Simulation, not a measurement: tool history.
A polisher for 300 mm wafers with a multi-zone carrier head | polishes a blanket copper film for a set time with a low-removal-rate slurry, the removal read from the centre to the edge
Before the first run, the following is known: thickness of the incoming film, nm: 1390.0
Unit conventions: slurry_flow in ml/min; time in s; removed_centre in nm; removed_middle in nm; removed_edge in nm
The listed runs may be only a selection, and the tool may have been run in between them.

Run 1, hour 0: slurry_flow 165 ml/min, centre_zone 1, middle_zone 1, edge_zone 1, slurry_solids 1, time 89 s. Result: removed_centre 314.17 nm, removed_middle 300.26 nm, removed_edge 309.16 nm.
Run 2, hour 7.3: slurry_flow 130 ml/min, centre_zone 1, middle_zone 1, edge_zone 1, slurry_solids 1, time 89 s. Result: removed_centre 293.68 nm, removed_middle 289.95 nm, removed_edge 304.73 nm.
Run 3, hour 12.6: slurry_flow 135 ml/min, centre_zone 1, middle_zone 1, edge_zone 1.02, slurry_solids 1.05, time 90 s. Result: removed_centre 301.5 nm, removed_middle 305.79 nm, removed_edge 320.94 nm.
Run 4, hour 17.1: slurry_flow 145 ml/min, centre_zone 1.01, middle_zone 1, edge_zone 1.04, slurry_solids 1.1, time 90 s. Result: removed_centre 319.01 nm, removed_middle 309.71 nm, removed_edge 311.99 nm.
Run 5, hour 20.4: slurry_flow 140 ml/min, centre_zone 1, middle_zone 0.98, edge_zone 1.04, slurry_solids 1.15, time 93 s. Result: removed_centre 320.03 nm, removed_middle 310.94 nm, removed_edge 333.8 nm.
Run 6, hour 26.2: slurry_flow 140 ml/min, centre_zone 1, middle_zone 1.03, edge_zone 1.04, slurry_solids 1.15, time 93 s. Result: removed_centre 325.08 nm, removed_middle 333.77 nm, removed_edge 331.02 nm.
Run 7, hour 33.7: slurry_flow 145 ml/min, centre_zone 1, middle_zone 1.02, edge_zone 1.05, slurry_solids 1.2, time 95 s. Result: removed_centre 337.74 nm, removed_middle 346.45 nm, removed_edge 346.9 nm.
Run 8, hour 36.7: slurry_flow 150 ml/min, centre_zone 1, middle_zone 1.01, edge_zone 1.06, slurry_solids 1.25, time 96 s. Result: removed_centre 344.55 nm, removed_middle 344.12 nm, removed_edge 352.38 nm.
Run 9, hour 38.8: slurry_flow 155 ml/min, centre_zone 1, middle_zone 1, edge_zone 1.07, slurry_solids 1.3, time 97 s. Result: removed_centre 354.44 nm, removed_middle 351.34 nm, removed_edge 372.48 nm.
Run 10, hour 41.6: slurry_flow 165 ml/min, centre_zone 1, middle_zone 1, edge_zone 1.08, slurry_solids 1.35, time 97 s. Result: removed_centre 362.15 nm, removed_middle 363.96 nm, removed_edge 379.91 nm.
Run 11, hour 43.5: slurry_flow 165 ml/min, centre_zone 1, middle_zone 1, edge_zone 1.08, slurry_solids 1.35, time 97 s. Result: removed_centre 361.63 nm, removed_middle 362.41 nm, removed_edge 384.15 nm.
Run 12, hour 49: slurry_flow 175 ml/min, centre_zone 1, middle_zone 1, edge_zone 1.09, slurry_solids 1.35, time 97 s. Result: removed_centre 369.5 nm, removed_middle 364.38 nm, removed_edge 386.12 nm.

Forecast run 13:
Run 13, hour 50: slurry_flow 180 ml/min, centre_zone 1, middle_zone 1, edge_zone 1.1, slurry_solids 1.35, time 97 s. Result: removed_centre ?, removed_middle ?, removed_edge ?.

removed_centre: 370.59 nm
removed_middle: 362.25 nm
removed_edge: 381.63 nm
